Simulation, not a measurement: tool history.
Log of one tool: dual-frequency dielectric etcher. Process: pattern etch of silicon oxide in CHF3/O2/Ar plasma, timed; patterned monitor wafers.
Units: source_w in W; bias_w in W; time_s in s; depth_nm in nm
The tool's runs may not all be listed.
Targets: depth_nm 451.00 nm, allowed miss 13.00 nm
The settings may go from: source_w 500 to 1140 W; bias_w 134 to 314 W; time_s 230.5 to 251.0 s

run 1 day=0.000 | source_w=820 bias_w=224 time_s=251.0 | depth_nm=594.78
run 2 day=0.242 | source_w=820 bias_w=224 time_s=230.5 | depth_nm=547.15
run 3 day=0.421 | source_w=760 bias_w=213 time_s=230.5 | depth_nm=516.32
run 4 day=0.462 | source_w=760 bias_w=213 time_s=230.5 | depth_nm=515.81
run 5 day=0.525 | source_w=720 bias_w=211 time_s=230.5 | depth_nm=499.22
run 6 day=0.617 | source_w=810 bias_w=211 time_s=230.5 | depth_nm=526.25
run 7 day=0.883 | source_w=760 bias_w=208 time_s=230.5 | depth_nm=508.63
run 8 day=0.996 | source_w=720 bias_w=206 time_s=230.5 | depth_nm=491.82
run 9 day=1.146 | source_w=700 bias_w=205 time_s=230.5 | depth_nm=485.19
run 10 day=1.342 | source_w=680 bias_w=204 time_s=230.5 | depth_nm=476.51
run 11 day=1.617 | source_w=660 bias_w=203 time_s=230.5 | depth_nm=467.92
run 12 day=1.879 | source_w=650 bias_w=202 time_s=230.5 | depth_nm=464.25

5 next moves are on the table. One of them brings every result within its allowed miss. Which?
run A day=2.142 | source_w=660 bias_w=204 time_s=237.0 | depth_nm=?
run B day=2.142 | source_w=550 bias_w=219 time_s=251.0 | depth_nm=?
run C day=2.142 | source_w=660 bias_w=185 time_s=251.0 | depth_nm=?
run D day=2.142 | source_w=530 bias_w=237 time_s=230.5 | depth_nm=?
run E day=2.142 | source_w=680 bias_w=203 time_s=230.5 | depth_nm=?

move=A depth_nm=486.06
move=B depth_nm=488.44
move=C depth_nm=487.93
move=D depth_nm=459.08
move=E depth_nm=478.36
A: further off than the last run
B: further off than the last run
C: further off than the last run
D: meets every target
E: further off than the last run
The right move is D.
